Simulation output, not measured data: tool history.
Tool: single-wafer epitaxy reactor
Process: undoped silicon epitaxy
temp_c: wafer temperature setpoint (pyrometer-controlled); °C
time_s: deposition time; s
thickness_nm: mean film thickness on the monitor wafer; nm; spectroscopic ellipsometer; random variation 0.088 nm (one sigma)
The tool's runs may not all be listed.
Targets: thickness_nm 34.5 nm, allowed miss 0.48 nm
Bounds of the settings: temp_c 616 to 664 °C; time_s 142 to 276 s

{"run": 1, "hour": 0.0, "temp_c": 640, "time_s": 209, "thickness_nm": 32.718}
{"run": 2, "hour": 3.3, "temp_c": 640, "time_s": 191, "thickness_nm": 29.763}
{"run": 3, "hour": 5.7, "temp_c": 640, "time_s": 210, "thickness_nm": 32.903}
{"run": 4, "hour": 11.1, "temp_c": 640, "time_s": 185, "thickness_nm": 29.041}
{"run": 5, "hour": 13.0, "temp_c": 642, "time_s": 185, "thickness_nm": 30.483}
{"run": 6, "hour": 19.5, "temp_c": 633, "time_s": 185, "thickness_nm": 24.235}
{"run": 7, "hour": 20.1, "temp_c": 645, "time_s": 186, "thickness_nm": 32.954}
{"run": 8, "hour": 23.4, "temp_c": 646, "time_s": 186, "thickness_nm": 33.715}

5 next moves are on the table. One of them brings every result within its allowed miss. Which?
{"run": "A", "hour": 26.7, "temp_c": 641, "time_s": 201, "thickness_nm": "?"}
{"run": "B", "hour": 26.7, "temp_c": 648, "time_s": 175, "thickness_nm": "?"}
{"run": "C", "hour": 26.7, "temp_c": 638, "time_s": 232, "thickness_nm": "?"}
{"run": "D", "hour": 26.7, "temp_c": 647, "time_s": 177, "thickness_nm": "?"}
{"run": "E", "hour": 26.7, "temp_c": 645, "time_s": 187, "thickness_nm": "?"}

move=A thickness_nm=32.227
move=B thickness_nm=33.365
move=C thickness_nm=34.505
move=D thickness_nm=32.927
move=E thickness_nm=33.114
A: further off than the last run
B: further off than the last run
C: meets every target
D: further off than the last run
E: further off than the last run
Answer: C
